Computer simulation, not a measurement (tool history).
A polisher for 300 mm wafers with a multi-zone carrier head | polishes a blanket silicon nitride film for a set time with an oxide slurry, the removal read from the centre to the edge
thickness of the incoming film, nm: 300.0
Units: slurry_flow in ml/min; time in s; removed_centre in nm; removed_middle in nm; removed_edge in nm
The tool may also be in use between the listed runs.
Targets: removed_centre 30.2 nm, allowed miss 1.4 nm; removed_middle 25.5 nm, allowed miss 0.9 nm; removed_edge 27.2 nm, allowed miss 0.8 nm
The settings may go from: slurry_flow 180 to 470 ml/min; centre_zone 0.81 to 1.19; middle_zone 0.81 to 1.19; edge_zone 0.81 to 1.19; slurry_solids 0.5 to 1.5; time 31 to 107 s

run	hour	slurry_flow	centre_zone	middle_zone	edge_zone	slurry_solids	time	removed_centre	removed_middle	removed_edge
1	0	300	1	1	1	1	69	39.937	42.331	42.174
2	4.2	300	1.01	0.98	0.98	0.9	67	36.395	38.324	38.367
3	8.1	300	0.93	0.98	0.98	0.9	67	33	37.812	38.002
4	8.9	300	0.97	0.95	0.96	0.85	66	33.318	34.838	35.891
5	13.9	300	0.98	0.93	0.94	0.8	66	32.392	33.588	33.943
# hour 19.2: centre zone pressure recalibrated
6	19.2	300	0.98	0.93	0.94	0.7	66	31.693	30.556	30.97
7	20.4	295	0.98	0.91	0.93	0.7	66	31.901	29.922	31.291
8	23.1	295	0.98	0.9	0.91	0.7	66	31.63	29.328	30.795
9	24	295	0.98	0.89	0.9	0.7	66	31.749	29.433	30.744
10	30.3	280	1.03	0.81	0.83	0.5	65	24.524	20.245	22.197
11	31.3	295	1.04	0.82	0.85	0.5	65	25.253	20.351	22.372

Which of these 5 next moves meets every target?
A	32.3	180	1.05	0.85	0.98	0.75	61	?	?	?
B	32.3	255	0.81	0.97	0.81	0.6	60	?	?	?
C	32.3	420	1.05	0.86	0.9	0.5	76	?	?	?
D	32.3	315	1.01	0.9	0.81	0.65	65	?	?	?
E	32.3	340	0.9	1.17	0.81	0.5	60	?	?	?

move	removed_centre	removed_middle	removed_edge
A	30.272	24.932	29.523
B	20.731	24.602	23.509
C	30.69	25.216	27.68
D	30.659	27.271	27.636
E	20.395	25.397	20.485
A: takes the result that was furthest off past its target
B: further off than the last run
C: meets every target
D: brings the result that was furthest off to its target, and leaves another outside
E: further off than the last run
Answer: C
